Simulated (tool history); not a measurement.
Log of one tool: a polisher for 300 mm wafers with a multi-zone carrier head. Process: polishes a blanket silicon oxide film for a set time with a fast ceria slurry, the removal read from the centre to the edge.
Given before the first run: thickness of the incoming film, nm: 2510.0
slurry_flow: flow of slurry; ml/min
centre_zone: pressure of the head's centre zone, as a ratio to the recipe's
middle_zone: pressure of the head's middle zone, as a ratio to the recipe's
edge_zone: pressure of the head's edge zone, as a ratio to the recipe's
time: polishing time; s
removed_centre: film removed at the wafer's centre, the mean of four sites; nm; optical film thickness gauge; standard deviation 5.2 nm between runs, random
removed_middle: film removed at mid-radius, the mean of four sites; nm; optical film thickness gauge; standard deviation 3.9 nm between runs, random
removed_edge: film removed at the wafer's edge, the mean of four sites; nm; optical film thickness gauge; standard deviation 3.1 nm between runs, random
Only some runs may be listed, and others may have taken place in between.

run  hour  slurry_flow  centre_zone  middle_zone  edge_zone  time  removed_centre  removed_middle  removed_edge
  1     0          240            1            1          1    43          620.47          642.93        624.87
  2     5          240            1         0.95          1    43          632.89          628.76        629.55
  3  10.9          200            1         0.95          1    43          622.79          605.44        599.32
  4  16.2          150            1         0.95          1    43          592.72          587.65        600.43
  5  24.5          150         1.06         0.95          1    43          614.73          589.19        596.35
  6  32.3          150         1.06         0.99          1    43          613.71          603.39        589.87
  7  35.7          150         1.06         0.99       0.99    41           601.8           571.7         558.6
  8  43.2          150         1.04            1       0.98    39          554.89          546.89        523.76

Estimate the outcome of run 9 from the log above:
  9  48.8          150         1.03            1       0.97    37               ?               ?             ?

removed_centre: 526.44 nm
removed_middle: 520.95 nm
removed_edge: 507.37 nm
